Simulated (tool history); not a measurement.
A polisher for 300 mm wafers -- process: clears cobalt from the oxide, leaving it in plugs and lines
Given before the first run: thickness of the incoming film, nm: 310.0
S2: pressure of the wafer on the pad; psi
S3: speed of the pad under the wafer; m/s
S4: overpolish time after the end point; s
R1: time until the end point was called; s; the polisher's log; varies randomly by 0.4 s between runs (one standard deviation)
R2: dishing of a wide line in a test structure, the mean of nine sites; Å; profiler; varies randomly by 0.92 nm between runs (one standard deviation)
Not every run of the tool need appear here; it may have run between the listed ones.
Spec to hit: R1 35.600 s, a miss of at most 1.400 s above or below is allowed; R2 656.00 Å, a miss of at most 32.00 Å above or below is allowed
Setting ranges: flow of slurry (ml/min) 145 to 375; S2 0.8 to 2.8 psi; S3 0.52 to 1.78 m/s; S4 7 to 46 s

run 1 hour=0.0 | flow_of_slurry_(ml/min)=240 S2=1.8 S3=1.14 S4=24 | R1=54.907 R2=658.99
run 2 hour=0.6 | flow_of_slurry_(ml/min)=295 S2=1.8 S3=1.14 S4=24 | R1=52.984 R2=642.89
run 3 hour=7.0 | flow_of_slurry_(ml/min)=295 S2=1.9 S3=1.14 S4=23 | R1=51.759 R2=640.47
run 4 hour=8.5 | flow_of_slurry_(ml/min)=295 S2=1.9 S3=1.14 S4=18 | R1=51.394 R2=563.05
run 5 hour=10.0 | flow_of_slurry_(ml/min)=295 S2=2.0 S3=1.14 S4=18 | R1=49.212 R2=604.91
run 6 hour=15.7 | flow_of_slurry_(ml/min)=330 S2=2.0 S3=1.14 S4=18 | R1=48.710 R2=584.37
run 7 hour=21.8 | flow_of_slurry_(ml/min)=330 S2=2.1 S3=1.14 S4=18 | R1=47.130 R2=598.97
run 8 hour=26.9 | flow_of_slurry_(ml/min)=330 S2=2.1 S3=1.14 S4=18 | R1=47.460 R2=608.05
run 9 hour=33.7 | flow_of_slurry_(ml/min)=330 S2=2.2 S3=1.14 S4=17 | R1=45.053 R2=602.54
run 10 hour=34.5 | flow_of_slurry_(ml/min)=330 S2=2.2 S3=1.14 S4=17 | R1=45.684 R2=592.39
run 11 hour=40.0 | flow_of_slurry_(ml/min)=330 S2=2.3 S3=1.14 S4=17 | R1=43.682 R2=608.70
run 12 hour=41.1 | flow_of_slurry_(ml/min)=330 S2=2.7 S3=1.16 S4=16 | R1=38.091 R2=623.23

Which one of the following 4 next-run settings gets every result inside its allowed miss? There is exactly one.
run A hour=42.2 | flow_of_slurry_(ml/min)=325 S2=2.7 S3=1.12 S4=19 | R1=? R2=?
run B hour=42.2 | flow_of_slurry_(ml/min)=330 S2=2.8 S3=1.12 S4=14 | R1=? R2=?
run C hour=42.2 | flow_of_slurry_(ml/min)=365 S2=2.4 S3=1.12 S4=15 | R1=? R2=?
run D hour=42.2 | flow_of_slurry_(ml/min)=325 S2=2.6 S3=1.30 S4=17 | R1=? R2=?

move=A R1=39.320 R2=668.52
move=B R1=38.095 R2=600.17
move=C R1=42.914 R2=587.00
move=D R1=35.633 R2=665.17
A: its largest miss is bigger than the last run's
B: about as far from the targets as the last run
C: its largest miss is bigger than the last run's
D: every result lands within tolerance
D meets every target.
